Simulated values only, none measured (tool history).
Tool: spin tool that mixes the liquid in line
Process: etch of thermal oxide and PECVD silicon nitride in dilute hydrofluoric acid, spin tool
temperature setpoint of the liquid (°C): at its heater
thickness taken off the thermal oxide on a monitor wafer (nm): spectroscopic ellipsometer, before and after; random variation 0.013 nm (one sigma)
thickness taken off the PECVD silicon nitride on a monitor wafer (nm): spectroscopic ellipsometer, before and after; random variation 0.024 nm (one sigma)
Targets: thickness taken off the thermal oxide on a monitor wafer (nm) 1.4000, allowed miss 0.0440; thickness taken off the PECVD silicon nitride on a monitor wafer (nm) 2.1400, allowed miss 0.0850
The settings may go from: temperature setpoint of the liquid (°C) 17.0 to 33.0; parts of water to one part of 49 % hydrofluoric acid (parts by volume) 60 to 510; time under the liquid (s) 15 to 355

run  hour  temperature setpoint of the liquid (°C)  parts of water to one part of 49 % hydrofluoric acid (parts by volume)  time under the liquid (s)  thickness taken off the thermal oxide on a monitor wafer (nm)  thickness taken off the PECVD silicon nitride on a monitor wafer (nm)
  1   0.0                                     25.0                                                                     285                        180                                                         2.3853                                                                 3.2773
  2   4.0                                     25.0                                                                     285                        110                                                         1.4552                                                                 1.9785
  3  10.6                                     26.0                                                                     295                        110                                                         1.4287                                                                 2.0407
  4  13.9                                     26.0                                                                     295                        145                                                         1.9185                                                                 2.7400
  5  22.8                                     27.5                                                                     295                        145                                                         1.9587                                                                 2.9456
  6  23.5                                     30.5                                                                     295                        145                                                         2.2062                                                                 3.5164
  7  24.1                                     26.5                                                                     380                        165                                                         1.5643                                                                 2.5097
  8  31.8                                     23.5                                                                     395                        165                                                         1.3453                                                                 1.9785
  9  34.5                                     24.0                                                                     395                        165                                                         1.3574                                                                 2.0342
 10  35.9                                     24.0                                                                     395                        165                                                         1.3574                                                                 2.0113

Which of these 5 next moves meets every target?
  A  37.3                                     22.0                                                                     480                        235                                                              ?                                                                      ?
  B  37.3                                     23.5                                                                     415                        200                                                              ?                                                                      ?
  C  37.3                                     25.5                                                                     435                        175                                                              ?                                                                      ?
  D  37.3                                     28.0                                                                     395                        150                                                              ?                                                                      ?
  E  37.3                                     25.5                                                                     445                        180                                                              ?                                                                      ?

move  thickness taken off the thermal oxide on a monitor wafer (nm)  thickness taken off the PECVD silicon nitride on a monitor wafer (nm)
   A                                                         1.3858                                                                 2.1732
   B                                                         1.5133                                                                 2.3314
   C                                                         1.3236                                                                 2.1879
   D                                                         1.4027                                                                 2.3849
   E                                                         1.3190                                                                 2.1997
A: meets every target
B: takes the result that was furthest off past its target
C: brings the result that was furthest off to its target, and leaves another outside
D: takes the result that was furthest off past its target
E: brings the result that was furthest off to its target, and leaves another outside
The right move is A.

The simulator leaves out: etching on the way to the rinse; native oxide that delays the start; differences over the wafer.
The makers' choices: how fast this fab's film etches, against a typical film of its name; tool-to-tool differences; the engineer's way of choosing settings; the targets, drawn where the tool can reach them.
